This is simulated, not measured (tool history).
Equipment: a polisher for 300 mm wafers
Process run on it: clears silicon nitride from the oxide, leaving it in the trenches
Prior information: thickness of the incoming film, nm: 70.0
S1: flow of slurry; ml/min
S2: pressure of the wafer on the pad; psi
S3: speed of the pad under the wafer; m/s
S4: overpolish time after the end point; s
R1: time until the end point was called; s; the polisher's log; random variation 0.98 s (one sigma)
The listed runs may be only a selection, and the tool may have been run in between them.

| run | hour | S1 | S2 | S3 | S4 | R1 |
|---|---|---|---|---|---|---|
| 1 | 0.0 | 155 | 3.5 | 1.04 | 3 | 50.336 |
| 2 | 7.1 | 140 | 3.5 | 1.04 | 3 | 51.900 |
| 3 | 10.9 | 140 | 3.5 | 1.04 | 3 | 51.165 |
| 4 | 17.2 | 140 | 2.8 | 1.04 | 3 | 62.313 |
| 5 | 20.0 | 160 | 2.8 | 1.04 | 3 | 60.565 |
| 6 | 22.4 | 155 | 2.6 | 1.02 | 3 | 65.289 |
| 7 | 30.9 | 140 | 1.6 | 0.88 | 3 | 114.830 |
| 8 | 38.0 | 145 | 1.6 | 0.88 | 3 | 115.880 |
| 9 | 46.3 | 145 | 1.6 | 0.88 | 3 | 112.840 |
| 10 | 49.2 | 150 | 1.6 | 0.88 | 3 | 114.390 |
| 11 | 50.4 | 155 | 1.7 | 0.88 | 3 | 106.260 |

The next listed run, before its measurement:
| 12 | 53.7 | 160 | 1.7 | 0.88 | 3 | ? |

{"run 12": {"R1": 106.94}}
